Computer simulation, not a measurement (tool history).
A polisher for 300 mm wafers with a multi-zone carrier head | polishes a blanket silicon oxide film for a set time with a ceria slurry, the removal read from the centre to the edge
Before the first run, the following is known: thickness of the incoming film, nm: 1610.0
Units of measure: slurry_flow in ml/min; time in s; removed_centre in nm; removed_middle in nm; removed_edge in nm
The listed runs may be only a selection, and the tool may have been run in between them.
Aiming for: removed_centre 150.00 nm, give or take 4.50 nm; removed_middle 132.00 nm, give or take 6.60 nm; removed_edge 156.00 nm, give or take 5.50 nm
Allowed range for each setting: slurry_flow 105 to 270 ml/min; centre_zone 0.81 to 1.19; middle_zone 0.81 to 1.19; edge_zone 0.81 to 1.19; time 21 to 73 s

run,hour,slurry_flow,centre_zone,middle_zone,edge_zone,time,removed_centre,removed_middle,removed_edge
1,0.0,175,1.00,1.00,1.00,47,191.38,195.38,198.07
2,1.5,165,1.00,0.95,0.99,45,185.69,176.91,189.10
3,5.0,165,1.00,0.95,0.91,45,182.30,175.04,180.21
4,6.4,165,1.08,0.95,0.91,45,195.23,179.35,182.64
5,12.2,165,1.08,0.91,0.91,45,193.61,170.70,178.61
6,14.8,165,1.13,0.91,0.91,45,203.35,171.55,183.42
7,18.5,155,1.08,0.88,0.92,44,187.09,164.77,178.75
8,24.6,125,1.03,0.81,1.00,35,137.00,115.15,141.04
9,31.3,140,1.03,0.83,1.02,35,140.89,121.71,146.53
10,33.9,150,1.03,0.84,1.03,35,141.77,123.57,145.14
11,39.1,155,1.03,0.86,1.10,38,156.12,137.48,165.44
12,41.1,150,1.03,0.86,1.08,38,155.81,131.28,161.29
13,43.8,150,1.03,0.86,1.07,38,153.17,134.77,165.05

Exercise: of the 4 proposed moves below, exactly one satisfies all targets within the stated allowed misses. Which move is it?
A,46.5,170,1.11,0.83,0.99,35,?,?,?
B,46.5,195,0.99,0.84,1.03,36,?,?,?
C,46.5,115,1.09,0.81,1.18,39,?,?,?
D,46.5,130,1.01,0.83,1.14,39,?,?,?

move,removed_centre,removed_middle,removed_edge
A,156.97,123.44,146.72
B,149.18,131.16,156.34
C,156.60,124.08,168.40
D,151.16,130.44,168.82
A: carries the result that was furthest off beyond its target, to the other side
B: in spec on every target
C: lands further from the targets than the last run did
D: lands further from the targets than the last run did
Move B is the one to make.

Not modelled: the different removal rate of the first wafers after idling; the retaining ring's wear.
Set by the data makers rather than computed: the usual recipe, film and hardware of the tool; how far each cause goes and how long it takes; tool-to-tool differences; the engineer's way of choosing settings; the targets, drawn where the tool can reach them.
